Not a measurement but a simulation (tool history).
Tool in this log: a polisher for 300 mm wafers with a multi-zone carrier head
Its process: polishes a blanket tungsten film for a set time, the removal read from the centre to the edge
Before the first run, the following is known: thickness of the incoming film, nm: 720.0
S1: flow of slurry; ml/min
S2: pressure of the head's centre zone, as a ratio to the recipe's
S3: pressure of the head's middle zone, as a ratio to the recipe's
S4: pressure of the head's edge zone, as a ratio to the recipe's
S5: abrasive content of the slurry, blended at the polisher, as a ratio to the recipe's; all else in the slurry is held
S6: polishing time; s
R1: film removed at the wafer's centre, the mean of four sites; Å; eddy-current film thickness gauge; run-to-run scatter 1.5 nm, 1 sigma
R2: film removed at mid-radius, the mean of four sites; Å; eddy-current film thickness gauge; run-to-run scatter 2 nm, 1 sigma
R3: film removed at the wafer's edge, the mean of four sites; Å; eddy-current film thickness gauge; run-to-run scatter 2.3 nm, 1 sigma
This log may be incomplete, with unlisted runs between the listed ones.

| run | hour | S1 | S2 | S3 | S4 | S5 | S6 | R1 | R2 | R3 |
|---|---|---|---|---|---|---|---|---|---|---|
| 1 | 0 | 220 | 1 | 1 | 1 | 1 | 44 | 1884.6 | 1846.6 | 1866.2 |
| 2 | 6.4 | 220 | 1 | 1 | 1.09 | 1 | 44 | 1878.3 | 1844.7 | 1958 |
| 3 | 7.1 | 260 | 1 | 1 | 1.09 | 1 | 44 | 1921.2 | 1871.6 | 1987.1 |
| 4 | 7.7 | 260 | 0.98 | 1.05 | 1.11 | 1.15 | 45 | 1977.8 | 2052.8 | 2087.2 |
| 5 | 11.4 | 260 | 0.96 | 1.08 | 1.13 | 1.25 | 46 | 2045.2 | 2217.1 | 2209.5 |
|  | 18.1 | worn pad replaced by a new one |
| 6 | 18.1 | 265 | 0.95 | 1.11 | 1.14 | 1.3 | 46 | 2273.9 | 2545.1 | 2507.3 |
| 7 | 22.9 | 265 | 0.93 | 1.11 | 1.11 | 1.3 | 46 | 2194.2 | 2563.1 | 2422.8 |
| 8 | 24.9 | 270 | 0.92 | 1.11 | 1.11 | 1.3 | 46 | 2205.1 | 2563.6 | 2456.6 |
| 9 | 33 | 270 | 0.91 | 1.11 | 1.1 | 1.3 | 46 | 2145.6 | 2571.7 | 2416.1 |

What will run 10 give?
| 10 | 37.2 | 275 | 0.91 | 1.11 | 1.1 | 1.3 | 46 | ? | ? | ? |

{"run 10": {"R1": 2137.3, "R2": 2540.8, "R3": 2417.8}}

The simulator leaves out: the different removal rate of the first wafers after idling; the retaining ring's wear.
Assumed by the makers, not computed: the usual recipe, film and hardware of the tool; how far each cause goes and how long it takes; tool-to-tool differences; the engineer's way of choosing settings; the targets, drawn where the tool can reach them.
